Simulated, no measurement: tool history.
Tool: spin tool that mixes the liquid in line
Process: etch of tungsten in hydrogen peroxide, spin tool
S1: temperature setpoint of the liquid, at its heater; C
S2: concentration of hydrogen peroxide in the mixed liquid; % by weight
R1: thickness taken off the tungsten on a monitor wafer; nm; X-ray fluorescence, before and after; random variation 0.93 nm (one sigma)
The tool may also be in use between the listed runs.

{"run": 1, "hour": 0.0, "S1": 58, "S2": 19.5, "time under the liquid (s)": 45, "R1": 57.991}
{"run": 2, "hour": 2.3, "S1": 60.5, "S2": 20, "time under the liquid (s)": 45, "R1": 66.032}
{"run": 3, "hour": 9.1, "S1": 60.5, "S2": 20, "time under the liquid (s)": 50, "R1": 73.513}
{"run": 4, "hour": 18.1, "S1": 60.5, "S2": 16.5, "time under the liquid (s)": 50, "R1": 67.354}
{"run": 5, "hour": 22.8, "S1": 62, "S2": 17.5, "time under the liquid (s)": 50, "R1": 74.513}
{"run": 6, "hour": 28.9, "S1": 62, "S2": 17.5, "time under the liquid (s)": 45, "R1": 67.825}
{"run": 7, "hour": 34.5, "S1": 63, "S2": 18.5, "time under the liquid (s)": 45, "R1": 73.357}
{"run": 8, "hour": 35.3, "S1": 64, "S2": 19.5, "time under the liquid (s)": 45, "R1": 80.238}
{"run": 9, "hour": 38.2, "S1": 64, "S2": 19.5, "time under the liquid (s)": 45, "R1": 79.385}

Forecast run 10:
{"run": 10, "hour": 45.2, "S1": 64.5, "S2": 20, "time under the liquid (s)": 45, "R1": "?"}

Run 10 gave R1 83.925 nm.
